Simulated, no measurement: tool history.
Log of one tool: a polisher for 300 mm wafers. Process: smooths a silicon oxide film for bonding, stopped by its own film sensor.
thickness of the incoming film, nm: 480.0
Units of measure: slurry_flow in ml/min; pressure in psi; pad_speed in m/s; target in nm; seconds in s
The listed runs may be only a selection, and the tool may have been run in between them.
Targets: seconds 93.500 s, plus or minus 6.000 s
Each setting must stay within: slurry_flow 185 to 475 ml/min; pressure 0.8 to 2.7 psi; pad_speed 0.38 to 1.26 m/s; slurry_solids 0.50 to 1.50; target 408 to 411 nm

{"run": 1, "hour": 0.0, "slurry_flow": 305, "pressure": 1.7, "pad_speed": 0.82, "slurry_solids": 1.0, "target": 411, "seconds": 127.17}
{"run": 2, "hour": 1.8, "slurry_flow": 305, "pressure": 1.8, "pad_speed": 0.82, "slurry_solids": 1.0, "target": 411, "seconds": 125.02}
{"run": 3, "hour": 10.0, "slurry_flow": 305, "pressure": 1.5, "pad_speed": 0.82, "slurry_solids": 1.0, "target": 411, "seconds": 135.03}
{"run": 4, "hour": 15.5, "slurry_flow": 305, "pressure": 1.5, "pad_speed": 0.82, "slurry_solids": 1.0, "target": 408, "seconds": 149.17}
{"run": 5, "hour": 23.0, "slurry_flow": 305, "pressure": 1.9, "pad_speed": 0.82, "slurry_solids": 1.0, "target": 408, "seconds": 123.14}
{"run": 6, "hour": 24.3, "slurry_flow": 235, "pressure": 1.9, "pad_speed": 0.82, "slurry_solids": 1.0, "target": 408, "seconds": 126.76}
{"hour": 26.4, "done": "slurry nozzle cleaned"}
{"run": 7, "hour": 26.4, "slurry_flow": 235, "pressure": 2.0, "pad_speed": 0.84, "slurry_solids": 1.0, "target": 408, "seconds": 114.24}
{"run": 8, "hour": 33.7, "slurry_flow": 235, "pressure": 2.3, "pad_speed": 0.86, "slurry_solids": 1.0, "target": 408, "seconds": 100.38}

Exercise: of the 5 proposed moves below, exactly one satisfies all targets within the stated allowed misses. Which move is it?
{"run": "A", "hour": 41.0, "slurry_flow": 280, "pressure": 2.7, "pad_speed": 0.86, "slurry_solids": 1.05, "target": 411, "seconds": "?"}
{"run": "B", "hour": 41.0, "slurry_flow": 195, "pressure": 2.4, "pad_speed": 0.82, "slurry_solids": 1.35, "target": 408, "seconds": "?"}
{"run": "C", "hour": 41.0, "slurry_flow": 255, "pressure": 2.4, "pad_speed": 1.04, "slurry_solids": 1.05, "target": 410, "seconds": "?"}
{"run": "D", "hour": 41.0, "slurry_flow": 320, "pressure": 2.7, "pad_speed": 1.0, "slurry_solids": 0.8, "target": 411, "seconds": "?"}
{"run": "E", "hour": 41.0, "slurry_flow": 255, "pressure": 2.2, "pad_speed": 1.08, "slurry_solids": 1.05, "target": 411, "seconds": "?"}

move=A seconds=80.550
move=B seconds=90.715
move=C seconds=77.725
move=D seconds=79.874
move=E seconds=79.376
A: moves the result that the last run missed by most past its target, out the other side
B: all results land within tolerance of their targets
C: moves the result that the last run missed by most past its target, out the other side
D: moves the result that the last run missed by most past its target, out the other side
E: moves the result that the last run missed by most past its target, out the other side
The right move is B.

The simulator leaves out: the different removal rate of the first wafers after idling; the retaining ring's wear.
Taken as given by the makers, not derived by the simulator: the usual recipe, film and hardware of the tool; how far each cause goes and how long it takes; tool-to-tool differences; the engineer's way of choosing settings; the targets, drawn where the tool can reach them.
